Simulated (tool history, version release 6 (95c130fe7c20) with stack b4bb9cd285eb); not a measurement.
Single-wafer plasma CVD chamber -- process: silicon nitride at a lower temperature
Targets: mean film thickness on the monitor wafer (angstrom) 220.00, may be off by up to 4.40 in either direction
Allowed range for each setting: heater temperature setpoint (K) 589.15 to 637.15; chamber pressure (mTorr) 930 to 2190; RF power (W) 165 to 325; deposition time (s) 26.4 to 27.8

run  hour  heater temperature setpoint (K)  chamber pressure (mTorr)  RF power (W)  deposition time (s)  mean film thickness on the monitor wafer (angstrom)
  1   0.0                           613.15                      1560           245                 27.8                                               273.94
  2   7.9                           613.15                      1440           235                 27.7                                               256.53
  3  11.5                           613.15                      1330           230                 27.7                                               247.25
  4  18.4                           613.15                      1240           225                 27.7                                               236.21
  5  23.2                           613.15                      1180           225                 27.7                                               234.20
  6  29.4                           613.15                      1180           195                 27.7                                               199.63
  7  37.0                           613.15                      1280           195                 27.7                                               203.79
  8  42.9                           613.15                      1280           195                 27.7                                               205.46
  9  47.5                           613.15                      1350           195                 27.7                                               205.57
 10  49.9                           613.15                      1630           210                 27.8                                               238.00
 11  53.6                           613.15                      1550           210                 27.8                                               235.14
 12  59.7                           613.15                      1490           210                 27.8                                               230.52
 13  60.5                           613.15                      1440           210                 27.8                                               230.43
 14  64.5                           613.15                      1400           210                 27.8                                               229.23
 15  71.3                           613.15                      1400           210                 27.8                                               227.22
 16  79.3                           613.15                      1250           205                 27.8                                               215.37

Exercise: of the 5 proposed moves below, exactly one satisfies all targets within the stated allowed misses. Which move is it?
  A  87.3                           612.15                      1390           215                 26.4                                                    ?
  B  87.3                           617.15                      1580           190                 27.5                                                    ?
  C  87.3                           610.15                      1140           205                 27.8                                                    ?
  D  87.3                           605.15                      1270           205                 26.6                                                    ?
  E  87.3                           608.15                      1380           190                 27.8                                                    ?

move  mean film thickness on the monitor wafer (angstrom)
   A                                               221.51
   B                                               207.24
   C                                               209.69
   D                                               207.26
   E                                               202.65
A: every result lands within tolerance
B: its largest miss is bigger than the last run's
C: its largest miss is bigger than the last run's
D: its largest miss is bigger than the last run's
E: its largest miss is bigger than the last run's
Answer: A
